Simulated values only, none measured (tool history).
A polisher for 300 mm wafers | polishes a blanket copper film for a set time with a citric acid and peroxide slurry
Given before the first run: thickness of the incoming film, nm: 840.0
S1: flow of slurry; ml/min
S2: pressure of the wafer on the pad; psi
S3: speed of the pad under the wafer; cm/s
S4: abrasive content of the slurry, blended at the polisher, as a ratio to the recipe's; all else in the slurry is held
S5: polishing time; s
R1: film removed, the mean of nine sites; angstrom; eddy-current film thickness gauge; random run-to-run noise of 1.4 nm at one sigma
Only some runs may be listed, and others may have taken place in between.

run,day,S1,S2,S3,S4,S5,R1
1,0.000,125,2.9,90,1.0,30,596.65
2,0.242,125,2.9,90,0.9,30,577.80
3,0.283,130,3.5,92,0.9,30,719.13
4,0.483,105,3.5,92,0.9,30,692.31
5,0.550,105,3.5,92,0.9,30,684.64
6,0.738,115,3.8,96,0.9,30,769.95

Run 7, settings as shown, results not yet in. Your forecast:
7,0.779,120,4.0,102,0.9,30,?

Run 7 came out at R1 884.83 angstrom.
